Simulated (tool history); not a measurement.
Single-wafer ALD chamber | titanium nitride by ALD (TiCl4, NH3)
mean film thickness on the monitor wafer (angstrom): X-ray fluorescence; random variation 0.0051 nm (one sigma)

run,day,heater temperature setpoint (deg C),number of ALD cycles (cycles),NH3 pulse time (s),mean film thickness on the monitor wafer (angstrom)
1,0,390,81,3.06,18.425
2,0.358,387,80,2.69,17.907
3,0.7,381,80,2.69,17.977
4,1.008,381,79,2.58,17.674
5,1.254,381,79,3.42,17.942
6,1.275,381,81,3.42,18.321

What will run 7 give?
7,1.588,379,80,3.2,?

{"run 7": {"mean film thickness on the monitor wafer (angstrom)": 18.075}}
